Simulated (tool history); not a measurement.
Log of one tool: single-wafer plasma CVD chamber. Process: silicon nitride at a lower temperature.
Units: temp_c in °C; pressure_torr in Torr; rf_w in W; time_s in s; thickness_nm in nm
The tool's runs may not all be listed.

run  hour  temp_c  pressure_torr  rf_w  time_s  thickness_nm
  1     0     370           1.69   320    12.6        15.981
  2   8.3     370           1.49   295    12.6        14.355
  3    11     370           1.34   290    12.6        13.735
  4  14.1     370           1.24   285    12.6        13.209
  5  20.8     370           1.07   285    12.6        12.799
  6  25.7     361           1.07   285    12.6        12.816

The next listed run, before its measurement:
  7  26.4     361           1.05   285    12.6             ?

{"run 7": {"thickness_nm": 12.79}}
